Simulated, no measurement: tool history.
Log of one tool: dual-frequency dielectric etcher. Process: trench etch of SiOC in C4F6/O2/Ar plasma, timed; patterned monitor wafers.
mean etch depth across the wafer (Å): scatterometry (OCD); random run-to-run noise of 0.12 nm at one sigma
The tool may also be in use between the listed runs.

run	hour	source power (W)	bias power (W)	etch time (s)	mean etch depth across the wafer (Å)
1	0.0	460	229	17	429.53
2	3.8	530	229	17	454.67
3	12.0	500	219	17	437.16
4	20.1	500	219	16	411.40
5	21.0	500	219	17	436.84
6	26.5	500	219	16	408.02
7	35.0	470	215	16	395.84
8	41.2	450	213	16	388.06
9	43.8	430	211	16	380.38

Estimate the outcome of run 10 from the log above:
10	44.7	330	194	16	?

mean etch depth across the wafer (Å): 326.27

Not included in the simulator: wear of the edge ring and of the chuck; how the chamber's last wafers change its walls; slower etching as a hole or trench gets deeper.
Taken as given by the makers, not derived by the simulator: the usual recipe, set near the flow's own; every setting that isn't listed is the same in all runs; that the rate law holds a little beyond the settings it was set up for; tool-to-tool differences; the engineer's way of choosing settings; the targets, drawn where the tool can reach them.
